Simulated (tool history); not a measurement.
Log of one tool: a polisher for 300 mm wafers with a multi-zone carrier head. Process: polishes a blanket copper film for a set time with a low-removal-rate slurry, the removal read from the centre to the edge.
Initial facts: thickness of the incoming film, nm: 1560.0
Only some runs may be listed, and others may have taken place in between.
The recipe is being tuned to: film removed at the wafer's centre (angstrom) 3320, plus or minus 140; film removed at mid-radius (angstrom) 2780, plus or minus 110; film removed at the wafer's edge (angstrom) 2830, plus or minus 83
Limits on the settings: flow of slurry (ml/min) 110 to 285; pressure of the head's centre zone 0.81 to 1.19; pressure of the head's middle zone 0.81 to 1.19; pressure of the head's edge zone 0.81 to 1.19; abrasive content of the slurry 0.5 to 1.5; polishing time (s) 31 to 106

run  hour  flow of slurry (ml/min)  pressure of the head's centre zone  pressure of the head's middle zone  pressure of the head's edge zone  abrasive content of the slurry  polishing time (s)  film removed at the wafer's centre (angstrom)  film removed at mid-radius (angstrom)  film removed at the wafer's edge (angstrom)
  1     0                      180                                   1                                   1                                 1                               1                  68                                         2155.9                                 2122.2                                       2270.6
  2   5.8                      200                                1.06                                1.02                              1.01                            1.15                  69                                         2463.2                                 2327.7                                       2354.2
  3    12                      205                                1.09                                1.01                              1.04                            1.25                  71                                         2723.9                                 2440.9                                         2537
  4  16.7                      215                                1.12                                1.02                              1.07                             1.3                  71                                         2798.8                                 2413.2                                       2591.5
  5  23.5                      220                                1.14                                1.04                              1.07                            1.35                  72                                           2907                                 2583.8                                       2688.4
  6  27.2                      185                                1.14                                1.04                              1.07                            1.35                  72                                         2887.6                                 2451.5                                         2561
  7  28.6                      200                                1.15                                1.04                              1.06                             1.4                  73                                         2980.1                                   2669                                         2692
  8  37.5                      200                                1.16                                1.02                              1.05                             1.4                  74                                         2963.2                                 2608.9                                       2742.4
  9  41.6                      205                                1.17                                1.04                              1.08                             1.4                  74                                         3060.4                                 2632.5                                       2747.8
 10  49.6                      200                                1.18                                1.07                              1.11                             1.4                  75                                         3149.8                                 2751.6                                       2815.4
     58.3  -- edge zone pressure recalibrated
 11  58.3                      230                                1.19                                1.04                              1.03                             1.5                  76                                         3307.6                                 2791.9                                       2699.1
 12  65.8                      230                                1.19                                1.03                              1.04                             1.5                  76                                         3220.3                                 2799.1                                       2727.2

Consider the 5 candidate settings below. Which is the only one whose results all fall within their allowed miss of target?
  A  73.3                      230                                1.19                                0.96                              1.11                            1.35                  83                                              ?                                      ?                                            ?
  B  73.3                      220                                1.18                                1.05                              0.87                             1.5                  79                                              ?                                      ?                                            ?
  C  73.3                      225                                1.19                                1.04                               1.1                             1.4                  77                                              ?                                      ?                                            ?
  D  73.3                      210                                1.19                                0.93                              1.14                            1.45                  79                                              ?                                      ?                                            ?
  E  73.3                      210                                1.15                                0.97                              1.18                            1.45                  81                                              ?                                      ?                                            ?

move  film removed at the wafer's centre (angstrom)  film removed at mid-radius (angstrom)  film removed at the wafer's edge (angstrom)
   A                                         3545.1                                 2772.7                                       3020.1
   B                                         3408.9                                 2884.3                                       2606.8
   C                                         3308.3                                   2753                                       2803.9
   D                                         3387.1                                 2588.9                                       2938.6
   E                                         3356.2                                 2742.2                                       3065.9
A: the result that was furthest off in the last run now lies on the other side of its target
B: its largest miss is bigger than the last run's
C: in spec on every target
D: the result that was furthest off in the last run now lies on the other side of its target
E: the result that was furthest off in the last run now lies on the other side of its target
Answer: C
